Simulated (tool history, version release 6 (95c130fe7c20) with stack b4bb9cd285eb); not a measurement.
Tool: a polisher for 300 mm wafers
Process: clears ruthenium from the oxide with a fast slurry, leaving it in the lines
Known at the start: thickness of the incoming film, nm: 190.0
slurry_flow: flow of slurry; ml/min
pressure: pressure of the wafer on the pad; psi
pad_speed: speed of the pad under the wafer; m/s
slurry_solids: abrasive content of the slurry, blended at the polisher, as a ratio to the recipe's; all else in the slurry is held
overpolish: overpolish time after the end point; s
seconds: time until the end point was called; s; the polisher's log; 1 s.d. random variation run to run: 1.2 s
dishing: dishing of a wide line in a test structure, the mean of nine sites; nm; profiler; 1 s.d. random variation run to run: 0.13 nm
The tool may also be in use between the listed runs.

Run 1, day 0: slurry_flow 150 ml/min, pressure 1.6 psi, pad_speed 0.94 m/s, slurry_solids 1, overpolish 8 s. Result: seconds 92.289 s, dishing 13.577 nm.
Run 2, day 0.25: slurry_flow 150 ml/min, pressure 1.6 psi, pad_speed 1.06 m/s, slurry_solids 1, overpolish 8 s. Result: seconds 86.396 s, dishing 15 nm.
Run 3, day 0.429: slurry_flow 150 ml/min, pressure 1.6 psi, pad_speed 1.06 m/s, slurry_solids 1, overpolish 9 s. Result: seconds 84.236 s, dishing 16.342 nm.
Run 4, day 0.562: slurry_flow 150 ml/min, pressure 1.6 psi, pad_speed 1.06 m/s, slurry_solids 0.85, overpolish 9 s. Result: seconds 95.196 s, dishing 14.597 nm.
Run 5, day 0.9: slurry_flow 150 ml/min, pressure 1.2 psi, pad_speed 1.06 m/s, slurry_solids 0.85, overpolish 9 s. Result: seconds 125.37 s, dishing 11.131 nm.
Run 6, day 0.946: slurry_flow 120 ml/min, pressure 1.2 psi, pad_speed 1.06 m/s, slurry_solids 0.85, overpolish 9 s. Result: seconds 134.64 s, dishing 11.036 nm.
Run 7, day 1.046: slurry_flow 130 ml/min, pressure 1.3 psi, pad_speed 1.06 m/s, slurry_solids 0.85, overpolish 8 s. Result: seconds 119.87 s, dishing 10.526 nm.
Run 8, day 1.4: slurry_flow 140 ml/min, pressure 1.4 psi, pad_speed 1.06 m/s, slurry_solids 0.8, overpolish 7 s. Result: seconds 117.6 s, dishing 9.2382 nm.
Run 9, day 1.617: slurry_flow 150 ml/min, pressure 1.5 psi, pad_speed 1.06 m/s, slurry_solids 0.8, overpolish 6 s. Result: seconds 106.57 s, dishing 8.4113 nm.
Run 10, day 1.938: slurry_flow 155 ml/min, pressure 1.6 psi, pad_speed 1.06 m/s, slurry_solids 0.8, overpolish 6 s. Result: seconds 98.376 s, dishing 9.4801 nm.
Run 11, day 2.033: slurry_flow 165 ml/min, pressure 1.6 psi, pad_speed 1.06 m/s, slurry_solids 0.8, overpolish 6 s. Result: seconds 101.33 s, dishing 9.2415 nm.
Run 12, day 2.058: slurry_flow 170 ml/min, pressure 1.7 psi, pad_speed 1.06 m/s, slurry_solids 0.75, overpolish 6 s. Result: seconds 99.574 s, dishing 8.974 nm.
Run 13, day 2.275: slurry_flow 175 ml/min, pressure 1.8 psi, pad_speed 1.06 m/s, slurry_solids 0.75, overpolish 6 s. Result: seconds 91.062 s, dishing 10.255 nm.
Run 14, day 2.525: slurry_flow 180 ml/min, pressure 1.8 psi, pad_speed 1.08 m/s, slurry_solids 0.75, overpolish 6 s. Result: seconds 89.932 s, dishing 10.12 nm.

What will run 15 give?
Run 15, day 2.9: slurry_flow 180 ml/min, pressure 1.8 psi, pad_speed 1.08 m/s, slurry_solids 0.75, overpolish 6 s. Result: seconds ?, dishing ?.

{"run 15": {"seconds": 92.077, "dishing": 10.283}}

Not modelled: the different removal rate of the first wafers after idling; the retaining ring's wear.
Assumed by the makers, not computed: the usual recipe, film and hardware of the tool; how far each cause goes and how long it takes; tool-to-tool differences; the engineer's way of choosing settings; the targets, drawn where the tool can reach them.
